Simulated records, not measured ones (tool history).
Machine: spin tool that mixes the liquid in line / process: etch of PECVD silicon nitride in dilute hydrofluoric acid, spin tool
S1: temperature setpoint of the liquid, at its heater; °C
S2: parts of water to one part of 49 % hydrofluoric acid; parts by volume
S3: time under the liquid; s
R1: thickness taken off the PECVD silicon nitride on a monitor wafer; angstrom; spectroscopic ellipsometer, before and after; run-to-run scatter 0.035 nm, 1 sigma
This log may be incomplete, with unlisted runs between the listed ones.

run  hour    S1  S2  S3      R1
  1     0    22  70  95  48.052
  2   2.2    22  70  95  48.043
  3   2.9    23  70  95  50.982
  4  10.8    23  70  70  37.237
  5    15    23  70  70  37.747
  6    19    24  70  70  40.327
  7    21  24.5  70  70  41.812
  8  28.1    25  70  70  43.233
  9  31.8  25.5  70  70  44.489
 10  39.5    26  70  70   45.84

What does the tool deliver on the next run?
 11    45  26.5  70  70   ?

{"run 11": {"R1": 47.756}}
